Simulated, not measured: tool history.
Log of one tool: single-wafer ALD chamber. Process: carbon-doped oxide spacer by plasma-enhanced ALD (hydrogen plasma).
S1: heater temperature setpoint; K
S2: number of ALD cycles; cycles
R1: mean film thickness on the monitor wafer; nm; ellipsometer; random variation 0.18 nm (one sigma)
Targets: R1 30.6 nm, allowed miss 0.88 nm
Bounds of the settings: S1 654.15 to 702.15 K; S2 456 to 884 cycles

{"run": 1, "hour": 0.0, "S1": 678.15, "S2": 670, "R1": 34.904}
{"run": 2, "hour": 6.3, "S1": 679.15, "S2": 655, "R1": 34.072}
{"run": 3, "hour": 10.4, "S1": 679.15, "S2": 723, "R1": 37.803}
{"run": 4, "hour": 15.2, "S1": 685.15, "S2": 723, "R1": 36.649}
{"run": 5, "hour": 19.6, "S1": 685.15, "S2": 810, "R1": 41.19}
{"run": 6, "hour": 23.3, "S1": 687.15, "S2": 775, "R1": 38.514}
{"run": 7, "hour": 27.3, "S1": 689.15, "S2": 753, "R1": 37.53}
{"run": 8, "hour": 31.3, "S1": 690.15, "S2": 729, "R1": 36.448}
{"run": 9, "hour": 38.0, "S1": 691.15, "S2": 706, "R1": 35.079}
{"run": 10, "hour": 46.0, "S1": 692.15, "S2": 689, "R1": 33.963}
{"run": 11, "hour": 54.0, "S1": 693.15, "S2": 677, "R1": 33.215}
{"run": 12, "hour": 63.6, "S1": 694.15, "S2": 668, "R1": 32.641}

4 next moves are on the table. One of them brings every result within its allowed miss. Which?
{"run": "A", "hour": 73.2, "S1": 701.15, "S2": 693, "R1": "?"}
{"run": "B", "hour": 73.2, "S1": 696.15, "S2": 593, "R1": "?"}
{"run": "C", "hour": 73.2, "S1": 678.15, "S2": 560, "R1": "?"}
{"run": "D", "hour": 73.2, "S1": 685.15, "S2": 604, "R1": "?"}

move=A R1=33.219
move=B R1=28.962
move=C R1=29.174
move=D R1=30.701
A: further off than the last run
B: takes the result that was furthest off past its target
C: takes the result that was furthest off past its target
D: meets every target
Move D is the one to make.
